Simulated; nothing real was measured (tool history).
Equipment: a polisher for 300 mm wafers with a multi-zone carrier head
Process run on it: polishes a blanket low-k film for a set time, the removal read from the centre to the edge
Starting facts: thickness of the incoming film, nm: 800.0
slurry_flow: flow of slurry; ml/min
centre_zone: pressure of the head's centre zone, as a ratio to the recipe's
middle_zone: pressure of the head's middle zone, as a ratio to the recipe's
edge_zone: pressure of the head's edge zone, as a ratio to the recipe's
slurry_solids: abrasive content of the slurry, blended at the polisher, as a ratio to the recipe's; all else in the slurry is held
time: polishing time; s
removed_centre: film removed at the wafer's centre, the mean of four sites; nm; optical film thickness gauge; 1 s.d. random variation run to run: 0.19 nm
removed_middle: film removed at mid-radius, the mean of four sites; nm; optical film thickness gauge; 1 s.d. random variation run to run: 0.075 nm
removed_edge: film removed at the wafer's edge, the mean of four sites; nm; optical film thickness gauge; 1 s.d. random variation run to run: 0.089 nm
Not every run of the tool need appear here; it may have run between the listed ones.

{"run": 1, "day": 0.0, "slurry_flow": 160, "centre_zone": 1.0, "middle_zone": 1.0, "edge_zone": 1.0, "slurry_solids": 1.0, "time": 50, "removed_centre": 21.242, "removed_middle": 21.907, "removed_edge": 21.915}
{"run": 2, "day": 0.204, "slurry_flow": 155, "centre_zone": 1.01, "middle_zone": 0.98, "edge_zone": 0.99, "slurry_solids": 0.95, "time": 48, "removed_centre": 20.75, "removed_middle": 20.034, "removed_edge": 20.324}
{"run": 3, "day": 0.283, "slurry_flow": 140, "centre_zone": 1.01, "middle_zone": 0.98, "edge_zone": 0.99, "slurry_solids": 0.95, "time": 48, "removed_centre": 20.461, "removed_middle": 19.664, "removed_edge": 20.191}
{"run": 4, "day": 0.358, "slurry_flow": 140, "centre_zone": 1.01, "middle_zone": 0.98, "edge_zone": 0.99, "slurry_solids": 0.85, "time": 48, "removed_centre": 19.135, "removed_middle": 18.835, "removed_edge": 19.332}
{"run": 5, "day": 0.638, "slurry_flow": 135, "centre_zone": 1.01, "middle_zone": 0.96, "edge_zone": 0.98, "slurry_solids": 0.8, "time": 47, "removed_centre": 18.668, "removed_middle": 17.776, "removed_edge": 18.3}
{"run": 6, "day": 0.858, "slurry_flow": 130, "centre_zone": 1.01, "middle_zone": 0.94, "edge_zone": 0.98, "slurry_solids": 0.75, "time": 46, "removed_centre": 17.172, "removed_middle": 16.327, "removed_edge": 17.276}

Run 7 has not been measured yet. What should we expect?
{"run": 7, "day": 1.171, "slurry_flow": 125, "centre_zone": 1.01, "middle_zone": 0.93, "edge_zone": 0.97, "slurry_solids": 0.7, "time": 45, "removed_centre": "?", "removed_middle": "?", "removed_edge": "?"}

removed_centre: 16.507 nm
removed_middle: 15.240 nm
removed_edge: 16.334 nm
